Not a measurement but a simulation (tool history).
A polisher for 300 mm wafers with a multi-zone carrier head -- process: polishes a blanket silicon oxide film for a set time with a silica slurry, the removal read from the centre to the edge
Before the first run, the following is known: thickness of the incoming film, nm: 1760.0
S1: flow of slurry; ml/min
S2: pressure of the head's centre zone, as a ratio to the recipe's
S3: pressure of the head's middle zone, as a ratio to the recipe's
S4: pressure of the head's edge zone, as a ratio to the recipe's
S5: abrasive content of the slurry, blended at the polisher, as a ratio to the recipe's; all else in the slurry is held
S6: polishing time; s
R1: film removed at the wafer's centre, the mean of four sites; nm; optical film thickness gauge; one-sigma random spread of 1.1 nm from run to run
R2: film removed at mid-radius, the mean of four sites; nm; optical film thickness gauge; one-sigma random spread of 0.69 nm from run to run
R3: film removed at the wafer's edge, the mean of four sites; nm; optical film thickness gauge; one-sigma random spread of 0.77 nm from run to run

run  hour   S1    S2    S3    S4    S5  S6      R1      R2      R3
  1   0.0  160  1.00  1.00  1.00  1.00  43  122.59  123.34  122.89
  2   2.6  160  1.00  1.00  1.07  1.00  43  123.15  124.59  126.70
  3   5.2  155  1.01  0.99  1.03  0.95  43  119.42  120.31  121.01
  4   7.7  155  1.01  0.99  1.03  1.10  43  128.87  125.79  128.00
  5  10.4  155  1.01  0.99  1.03  1.00  43  122.91  120.97  124.49
  6  17.4  155  1.02  0.98  1.00  0.95  43  122.08  118.00  120.95
  7  19.6  150  1.03  0.97  0.97  0.90  43  120.26  116.00  116.70
  8  21.4  150  1.03  0.97  0.97  0.90  43  120.94  113.93  114.37
  9  26.0  145  1.02  0.96  0.95  0.90  43  119.09  112.62  114.53

Expected results for the next run?
 10  32.8  140  1.02  0.95  0.93  0.85  43   ?   ?   ?

{"run 10": {"R1": 116.14, "R2": 110.58, "R3": 109.62}}
